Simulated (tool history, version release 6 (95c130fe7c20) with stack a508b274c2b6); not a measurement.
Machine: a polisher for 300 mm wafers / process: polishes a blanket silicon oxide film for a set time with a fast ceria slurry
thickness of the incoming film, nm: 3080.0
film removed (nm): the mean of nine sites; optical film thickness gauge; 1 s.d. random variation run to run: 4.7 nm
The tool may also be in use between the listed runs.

run,hour,flow of slurry (ml/min),pressure of the wafer on the pad (kPa),speed of the pad under the wafer (cm/s),polishing time (s),film removed (nm)
1,0,135,24.1,78,41,642.19
2,3.4,145,24.1,78,41,644
3,10.1,145,24.1,98,41,819.83
4,13.3,140,24.1,98,41,807.89
5,20.6,165,24.1,98,41,826.83
6,25,165,23.4,98,41,808.65

Predict the results of run 7:
7,33.8,160,23.4,98,41,?

Run 7 came out at film removed (nm) 806.01.
